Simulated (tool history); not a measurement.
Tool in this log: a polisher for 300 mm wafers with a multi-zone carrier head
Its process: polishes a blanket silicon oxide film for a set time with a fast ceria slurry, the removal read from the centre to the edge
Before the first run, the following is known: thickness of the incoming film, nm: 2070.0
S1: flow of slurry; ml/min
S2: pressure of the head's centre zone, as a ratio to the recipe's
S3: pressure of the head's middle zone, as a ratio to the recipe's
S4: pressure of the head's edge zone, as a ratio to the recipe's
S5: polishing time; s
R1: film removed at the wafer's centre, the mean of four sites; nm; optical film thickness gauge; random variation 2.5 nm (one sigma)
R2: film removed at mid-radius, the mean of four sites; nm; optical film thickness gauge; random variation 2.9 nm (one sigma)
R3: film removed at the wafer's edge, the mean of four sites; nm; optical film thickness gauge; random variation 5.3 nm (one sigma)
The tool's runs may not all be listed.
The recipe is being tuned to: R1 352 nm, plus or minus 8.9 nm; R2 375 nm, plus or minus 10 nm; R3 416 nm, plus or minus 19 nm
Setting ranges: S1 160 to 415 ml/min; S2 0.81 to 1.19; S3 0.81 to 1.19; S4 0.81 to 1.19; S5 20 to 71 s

| run | hour | S1 | S2 | S3 | S4 | S5 | R1 | R2 | R3 |
|---|---|---|---|---|---|---|---|---|---|
| 1 | 0 | 265 | 1 | 1 | 1 | 45 | 725.69 | 693.34 | 718.47 |
| 2 | 5.2 | 250 | 0.95 | 0.97 | 0.98 | 39 | 583.21 | 575.66 | 608.22 |
| 3 | 11.1 | 250 | 0.99 | 0.97 | 0.98 | 39 | 602.44 | 573.07 | 597.83 |
| 4 | 19.8 | 230 | 0.94 | 0.94 | 0.96 | 36 | 527.97 | 514.55 | 553.49 |
| 5 | 23.8 | 230 | 0.94 | 0.99 | 0.96 | 36 | 531.14 | 548.76 | 557.07 |
| 6 | 30.3 | 230 | 0.94 | 0.99 | 0.88 | 36 | 527.06 | 535.04 | 527.25 |
| 7 | 32.7 | 230 | 0.94 | 0.99 | 0.88 | 36 | 529.66 | 528.3 | 530.72 |
| 8 | 37.3 | 230 | 0.94 | 0.99 | 0.88 | 36 | 525.28 | 539.37 | 533.7 |
| 9 | 43.9 | 215 | 0.9 | 0.96 | 0.88 | 33 | 459.35 | 474.96 | 477.17 |
| 10 | 44.5 | 170 | 0.81 | 0.89 | 0.98 | 27 | 333.78 | 357.3 | 414.64 |
| 11 | 45.4 | 185 | 0.81 | 0.89 | 0.97 | 27 | 332.64 | 362.33 | 416.97 |

Which single option among these 5 for the next run brings every result within its allowed miss of target? Just one does.
| A | 46.3 | 160 | 0.9 | 0.85 | 0.96 | 28 | ? | ? | ? |
| B | 46.3 | 275 | 0.82 | 0.89 | 1 | 25 | ? | ? | ? |
| C | 46.3 | 185 | 0.85 | 0.92 | 1 | 27 | ? | ? | ? |
| D | 46.3 | 160 | 0.84 | 0.81 | 0.96 | 28 | ? | ? | ? |
| E | 46.3 | 195 | 0.87 | 0.84 | 0.98 | 28 | ? | ? | ? |

| move | R1 | R2 | R3 |
|---|---|---|---|
| A | 378.39 | 357.19 | 411.45 |
| B | 325.73 | 348.86 | 389.12 |
| C | 350.39 | 373.35 | 408.7 |
| D | 352.85 | 343.49 | 411.67 |
| E | 373.95 | 360.99 | 421.83 |
A: takes the biggest miss from the last run beyond its target
B: its largest miss is bigger than the last run's
C: every result lands within tolerance
D: brings the result that was furthest off to its target, and leaves another outside
E: takes the biggest miss from the last run beyond its target
The move that meets every target is C.
